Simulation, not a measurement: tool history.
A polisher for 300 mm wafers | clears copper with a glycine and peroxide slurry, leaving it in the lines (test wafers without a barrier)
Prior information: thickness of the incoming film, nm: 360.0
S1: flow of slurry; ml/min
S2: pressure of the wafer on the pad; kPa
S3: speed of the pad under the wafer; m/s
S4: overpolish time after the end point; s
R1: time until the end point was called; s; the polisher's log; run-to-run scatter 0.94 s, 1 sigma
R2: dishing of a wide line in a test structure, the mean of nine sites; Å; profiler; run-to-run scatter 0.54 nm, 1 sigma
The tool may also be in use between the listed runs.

run  hour   S1    S2    S3  S4      R1      R2
  1   0.0  275  15.9  1.12  19  78.067  495.19
  2   4.6  275  12.4  1.12  19  94.387  438.93
  3  12.3  275  13.8  1.12  17  84.215  432.01
  4  17.1  220  13.8  1.12  17  89.067  423.42
  5  22.0  220  13.8  1.12  11  90.854  295.33
  6  28.3  220  13.8  1.12   6  90.275  175.14
  7  36.6  215  14.5  1.14   7  85.809  207.69
  8  41.1  210  15.2  1.14   8  81.192  235.83
  9  44.3  205  15.9  1.14   9  80.128  271.11

Expected results for the next run?
 10  52.0  200  16.5  1.14   9   ?   ?

R1: 77.943 s
R2: 275.17 Å
